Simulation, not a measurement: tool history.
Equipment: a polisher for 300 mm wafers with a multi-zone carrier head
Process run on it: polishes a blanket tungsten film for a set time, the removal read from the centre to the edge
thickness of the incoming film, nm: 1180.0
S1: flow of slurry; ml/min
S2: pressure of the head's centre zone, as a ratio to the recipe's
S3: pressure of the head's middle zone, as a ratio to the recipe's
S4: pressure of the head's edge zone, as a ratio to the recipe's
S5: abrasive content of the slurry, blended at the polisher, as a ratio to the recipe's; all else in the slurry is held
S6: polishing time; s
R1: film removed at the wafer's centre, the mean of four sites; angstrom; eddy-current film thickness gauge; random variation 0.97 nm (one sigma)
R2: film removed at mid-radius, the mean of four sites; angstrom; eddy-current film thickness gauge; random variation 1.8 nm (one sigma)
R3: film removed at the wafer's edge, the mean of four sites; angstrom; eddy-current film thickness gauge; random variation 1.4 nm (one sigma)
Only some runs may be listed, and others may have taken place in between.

run  hour   S1    S2    S3    S4    S5  S6      R1      R2      R3
  1   0.0  215  1.00  1.00  1.00  1.00  52  2405.8  2374.1  2390.1
  2   3.6  215  1.00  1.00  1.00  1.00  59  2717.1  2775.3  2738.7
  3   6.3  215  1.00  1.00  1.00  1.00  54  2497.4  2473.1  2544.6
  4  13.1  215  1.00  1.00  1.00  1.00  43  1979.6  1986.8  2019.2
  5  15.6  215  1.00  1.00  1.00  1.00  52  2372.3  2373.0  2474.2
  6  17.4  215  1.00  1.00  1.00  1.20  52  2509.1  2447.8  2601.4
  7  25.3  215  0.99  0.99  0.96  1.00  44  1979.1  1955.8  2020.2
  8  27.7  220  0.99  1.00  0.92  0.85  39  1697.5  1679.7  1708.3

What does the tool deliver on the next run?
  9  28.3  220  1.00  1.03  0.89  0.75  35   ?   ?   ?

{"run 9": {"R1": 1497.1, "R2": 1485.2, "R3": 1429.6}}
